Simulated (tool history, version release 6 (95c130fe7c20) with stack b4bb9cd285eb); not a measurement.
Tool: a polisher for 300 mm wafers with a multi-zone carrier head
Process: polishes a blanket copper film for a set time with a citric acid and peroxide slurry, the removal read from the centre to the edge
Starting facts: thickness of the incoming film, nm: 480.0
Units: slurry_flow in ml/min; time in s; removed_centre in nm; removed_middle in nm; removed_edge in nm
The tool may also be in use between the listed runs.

run,hour,slurry_flow,centre_zone,middle_zone,edge_zone,slurry_solids,time,removed_centre,removed_middle,removed_edge
1,0,310,1,1,1,1,85,135.22,133.36,127.9
2,2.6,310,0.95,1,1,1,85,125.43,132.84,129.89
3,7.4,305,0.96,0.98,0.95,0.85,74,109.53,110.22,106.02
4,16,305,0.96,1.01,0.95,0.85,74,109.11,112.77,106.3
5,17.3,300,0.95,0.99,0.91,0.75,67,95.281,99.362,93.684
6,18.3,300,0.95,0.99,0.91,0.75,79,110.86,117.94,109.37
7,25.8,295,0.96,0.97,0.89,0.65,71,99.571,99.527,94.067
8,29.3,285,0.96,0.96,0.87,0.6,66,91.255,91.404,86.268

Run 9 has not been measured yet. What should we expect?
9,34.4,275,0.96,0.95,0.85,0.55,63,?,?,?

removed_centre: 83.904 nm
removed_middle: 84.447 nm
removed_edge: 80.968 nm
